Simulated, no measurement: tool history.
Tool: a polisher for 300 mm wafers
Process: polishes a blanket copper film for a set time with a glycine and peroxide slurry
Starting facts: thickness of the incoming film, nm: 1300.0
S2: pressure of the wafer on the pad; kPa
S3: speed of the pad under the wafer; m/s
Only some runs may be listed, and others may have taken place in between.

run 1 hour=0.0 | flow_of_slurry_(ml/min)=125 S2=24.1 S3=0.84 polishing_time_(s)=95 | film_removed_(nm)=564.45
run 2 hour=2.4 | flow_of_slurry_(ml/min)=125 S2=29.6 S3=0.84 polishing_time_(s)=95 | film_removed_(nm)=675.05
run 3 hour=4.8 | flow_of_slurry_(ml/min)=125 S2=27.6 S3=0.84 polishing_time_(s)=95 | film_removed_(nm)=635.74
run 4 hour=9.0 | flow_of_slurry_(ml/min)=125 S2=22.8 S3=0.84 polishing_time_(s)=95 | film_removed_(nm)=537.70
run 5 hour=16.3 | flow_of_slurry_(ml/min)=120 S2=21.4 S3=0.84 polishing_time_(s)=95 | film_removed_(nm)=499.53
run 6 hour=20.7 | flow_of_slurry_(ml/min)=145 S2=21.4 S3=0.84 polishing_time_(s)=95 | film_removed_(nm)=519.41
run 7 hour=28.3 | flow_of_slurry_(ml/min)=145 S2=20.7 S3=0.84 polishing_time_(s)=95 | film_removed_(nm)=513.83
run 8 hour=34.0 | flow_of_slurry_(ml/min)=140 S2=20.0 S3=0.84 polishing_time_(s)=95 | film_removed_(nm)=489.64
run 9 hour=39.2 | flow_of_slurry_(ml/min)=135 S2=19.3 S3=0.84 polishing_time_(s)=95 | film_removed_(nm)=481.08

Predict the results of run 10:
run 10 hour=45.3 | flow_of_slurry_(ml/min)=135 S2=18.6 S3=0.84 polishing_time_(s)=95 | film_removed_(nm)=?

{"run 10": {"film removed (nm)": 454.76}}

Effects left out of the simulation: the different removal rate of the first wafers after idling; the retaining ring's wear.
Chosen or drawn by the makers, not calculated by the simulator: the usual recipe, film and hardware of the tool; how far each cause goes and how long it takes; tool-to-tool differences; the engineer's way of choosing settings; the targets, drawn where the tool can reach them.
